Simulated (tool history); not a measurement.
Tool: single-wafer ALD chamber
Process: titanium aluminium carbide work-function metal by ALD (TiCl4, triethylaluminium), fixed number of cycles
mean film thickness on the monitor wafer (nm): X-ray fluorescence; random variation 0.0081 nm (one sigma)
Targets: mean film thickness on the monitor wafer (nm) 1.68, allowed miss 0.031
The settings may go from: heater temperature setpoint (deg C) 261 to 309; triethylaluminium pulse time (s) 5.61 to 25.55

run	day	heater temperature setpoint (deg C)	triethylaluminium pulse time (s)	mean film thickness on the monitor wafer (nm)
1	0	285	15.58	1.7954
2	0.108	291	15.58	1.8259
3	0.479	287	15.17	1.7905
4	0.546	295	15.17	1.8496
5	0.812	291	14.62	1.8106
6	0.996	288	14	1.8029
7	1.162	284	13.77	1.7561
8	1.408	282	13.5	1.7491

Which of these 4 next moves meets every target?
A	1.654	298	13.66	?
B	1.654	297	13.72	?
C	1.654	279	11.94	?
D	1.654	295	15.62	?

move	mean film thickness on the monitor wafer (nm)
A	1.8539
B	1.8481
C	1.6718
D	1.8695
A: further off than the last run
B: further off than the last run
C: meets every target
D: further off than the last run
Answer: C
